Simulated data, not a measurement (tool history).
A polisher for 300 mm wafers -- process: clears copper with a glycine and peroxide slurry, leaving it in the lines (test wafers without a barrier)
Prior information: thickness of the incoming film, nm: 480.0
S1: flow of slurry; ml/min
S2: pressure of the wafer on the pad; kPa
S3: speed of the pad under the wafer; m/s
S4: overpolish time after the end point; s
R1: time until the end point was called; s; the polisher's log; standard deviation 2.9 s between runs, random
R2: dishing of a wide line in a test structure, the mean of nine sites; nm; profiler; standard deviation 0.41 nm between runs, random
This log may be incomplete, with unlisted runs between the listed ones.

run  hour   S1    S2    S3  S4      R1      R2
  1     0  200  13.8  1.12  13  119.41  38.774
  2   7.4  200  16.5  1.12  13  102.71  44.317
  3  13.4  200  13.8   1.1  13  118.91  37.999
  4  20.1  200  11.7  1.08  13  137.11  35.074
  5  25.4  200    11  1.08  13  144.63  33.037
  6  31.8  180    11  1.08  13  140.67  32.838
  7  36.2  180  10.3  1.08  13  152.94  30.813
  8  37.2  170  10.3  1.08  13  153.89  31.726
  9  38.3  170   9.7  1.08  13  167.74  30.641

For run 10, what comes out?
 10  40.9  175  9.7  1.08  13   ?   ?

R1: 161.86 s
R2: 30.031 nm
